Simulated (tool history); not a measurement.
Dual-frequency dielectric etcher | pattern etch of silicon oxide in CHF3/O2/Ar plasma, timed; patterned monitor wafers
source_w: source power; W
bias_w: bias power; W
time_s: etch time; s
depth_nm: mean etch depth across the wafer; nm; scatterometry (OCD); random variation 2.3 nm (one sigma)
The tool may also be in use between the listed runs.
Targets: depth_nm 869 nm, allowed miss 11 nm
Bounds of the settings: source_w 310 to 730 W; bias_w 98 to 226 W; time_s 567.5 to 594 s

| run | day | source_w | bias_w | time_s | depth_nm |
|---|---|---|---|---|---|
| 1 | 0 | 520 | 162 | 567.5 | 969.74 |
| 2 | 0.042 | 490 | 161 | 567.5 | 945.88 |
| 3 | 0.167 | 460 | 160 | 567.5 | 929.98 |
| 4 | 0.304 | 440 | 159 | 567.5 | 912.7 |
| 5 | 0.546 | 440 | 179 | 567.5 | 963.67 |
| 6 | 0.75 | 440 | 168 | 567.5 | 940.76 |
| 7 | 1.092 | 410 | 167 | 567.5 | 915 |
| 8 | 1.333 | 390 | 167 | 567.5 | 902 |
| 9 | 1.538 | 380 | 167 | 567.5 | 892.35 |

4 next moves are on the table. One of them brings every result within its allowed miss. Which?
| A | 1.742 | 390 | 151 | 567.5 | ? |
| B | 1.742 | 310 | 179 | 594 | ? |
| C | 1.742 | 320 | 174 | 590 | ? |
| D | 1.742 | 410 | 153 | 588 | ? |

| move | depth_nm |
|---|---|
| A | 865.77 |
| B | 911.4 |
| C | 902.46 |
| D | 914.59 |
A: meets every target
B: further off than the last run
C: further off than the last run
D: further off than the last run
The right move is A.
